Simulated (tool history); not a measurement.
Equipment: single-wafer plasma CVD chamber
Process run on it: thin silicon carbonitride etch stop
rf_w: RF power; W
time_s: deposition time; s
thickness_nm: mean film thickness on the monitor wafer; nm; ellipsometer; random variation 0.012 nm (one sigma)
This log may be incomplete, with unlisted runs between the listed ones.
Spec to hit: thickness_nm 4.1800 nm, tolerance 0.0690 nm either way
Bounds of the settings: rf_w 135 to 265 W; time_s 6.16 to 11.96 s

| run | hour | rf_w | time_s | thickness_nm |
|---|---|---|---|---|
| 1 | 0.0 | 200 | 9.06 | 5.0564 |
| 2 | 5.6 | 185 | 8.77 | 4.7138 |
| 3 | 14.0 | 175 | 8.70 | 4.6224 |
| 4 | 16.9 | 165 | 8.60 | 4.4934 |
| 5 | 20.0 | 165 | 9.87 | 5.1488 |
| 6 | 29.0 | 165 | 10.59 | 5.5279 |
| 7 | 34.8 | 160 | 10.00 | 5.1985 |
| 8 | 36.6 | 155 | 9.54 | 4.8764 |
| 9 | 44.8 | 150 | 9.23 | 4.6750 |
| 10 | 47.2 | 145 | 9.01 | 4.5141 |
| 11 | 53.2 | 145 | 8.86 | 4.4154 |
| 12 | 55.1 | 145 | 8.77 | 4.3882 |
| 13 | 63.9 | 135 | 8.36 | 4.0991 |
| 14 | 69.5 | 135 | 8.37 | 4.1006 |
| 15 | 71.8 | 135 | 8.38 | 4.0991 |
| 16 | 75.2 | 135 | 8.39 | 4.1064 |

Of the 5 settings listed for the next run, only one would bring every result within its allowed miss of target. Which one?
| A | 78.6 | 135 | 8.99 | ? |
| B | 78.6 | 140 | 8.89 | ? |
| C | 78.6 | 145 | 8.34 | ? |
| D | 78.6 | 140 | 8.04 | ? |
| E | 78.6 | 135 | 8.94 | ? |

| move | thickness_nm |
|---|---|
| A | 4.3683 |
| B | 4.3715 |
| C | 4.1483 |
| D | 3.9535 |
| E | 4.3440 |
A: moves the result that the last run missed by most past its target, out the other side
B: moves the result that the last run missed by most past its target, out the other side
C: all results in spec
D: further off than the last run
E: moves the result that the last run missed by most past its target, out the other side
Correct choice: C, which meets every target
